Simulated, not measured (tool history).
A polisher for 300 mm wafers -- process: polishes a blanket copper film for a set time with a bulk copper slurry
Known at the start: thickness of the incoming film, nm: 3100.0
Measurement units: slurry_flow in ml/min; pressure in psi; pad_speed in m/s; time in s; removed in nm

run,hour,slurry_flow,pressure,pad_speed,slurry_solids,time,removed
1,0.0,275,2.9,0.92,1.0,34,278.32
2,0.9,275,2.9,0.82,1.0,34,247.35
3,9.0,275,2.9,0.94,1.0,34,282.91
4,12.3,275,2.9,0.82,1.0,34,246.22
5,16.8,275,2.9,0.98,1.0,34,299.65
6,22.4,275,2.5,0.94,1.0,34,246.59
7,27.4,275,2.2,0.92,1.0,34,212.42
8,29.3,275,2.0,0.90,1.0,34,189.61
9,36.4,275,2.0,0.90,1.0,34,190.38
10,42.4,275,1.8,0.90,1.0,34,173.80
11,43.7,275,1.7,0.90,1.0,34,163.45
12,49.7,275,1.7,0.90,1.0,34,163.85
13,52.6,265,1.3,0.90,1.0,34,125.74
14,60.9,275,1.3,0.90,1.0,34,126.44
15,69.7,280,1.3,0.90,1.0,34,127.81
16,74.3,280,1.4,0.90,1.0,34,135.20

Run 17 is up next; what results do you expect?
17,81.1,280,1.5,0.90,1.0,34,?

{"run 17": {"removed": 144.81}}
